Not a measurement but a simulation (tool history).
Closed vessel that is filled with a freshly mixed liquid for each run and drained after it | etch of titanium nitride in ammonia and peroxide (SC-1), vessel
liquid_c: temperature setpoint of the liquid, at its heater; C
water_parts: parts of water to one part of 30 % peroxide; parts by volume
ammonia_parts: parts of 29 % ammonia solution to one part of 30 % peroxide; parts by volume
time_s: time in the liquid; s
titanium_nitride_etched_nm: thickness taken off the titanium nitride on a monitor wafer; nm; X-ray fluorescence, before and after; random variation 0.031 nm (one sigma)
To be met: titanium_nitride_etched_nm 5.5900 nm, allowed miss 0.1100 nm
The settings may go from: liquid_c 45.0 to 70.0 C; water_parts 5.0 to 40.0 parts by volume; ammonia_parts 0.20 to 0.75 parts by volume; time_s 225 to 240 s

run	day	liquid_c	water_parts	ammonia_parts	time_s	titanium_nitride_etched_nm
1	0.000	61.0	22.5	0.45	225	11.4310
2	0.217	59.0	22.5	0.45	225	10.0680
3	0.371	59.0	22.5	0.45	225	10.0420
4	0.675	59.0	22.5	0.55	225	10.4620
5	0.833	59.0	19.5	0.55	225	11.3270
6	1.167	59.0	19.5	0.55	240	12.1370
7	1.462	56.5	19.5	0.55	240	10.2760
8	1.800	55.0	19.5	0.55	240	9.2120
9	2.133	53.5	19.5	0.55	240	8.3141
10	2.179	52.5	19.5	0.55	240	7.8207
11	2.567	51.5	19.5	0.55	240	7.2696
12	2.629	47.0	19.5	0.55	240	5.2998

Which of these 5 next moves meets every target?
A	2.692	49.0	19.5	0.55	230	?
B	2.692	49.5	22.0	0.70	225	?
C	2.692	49.5	29.5	0.60	240	?
D	2.692	48.5	24.0	0.55	240	?
E	2.692	49.5	23.0	0.50	235	?

move	titanium_nitride_etched_nm
A	5.8135
B	5.7563
C	5.0579
D	5.2142
E	5.5100
A: takes the result that was furthest off past its target
B: takes the result that was furthest off past its target
C: further off than the last run
D: further off than the last run
E: meets every target
The right move is E.

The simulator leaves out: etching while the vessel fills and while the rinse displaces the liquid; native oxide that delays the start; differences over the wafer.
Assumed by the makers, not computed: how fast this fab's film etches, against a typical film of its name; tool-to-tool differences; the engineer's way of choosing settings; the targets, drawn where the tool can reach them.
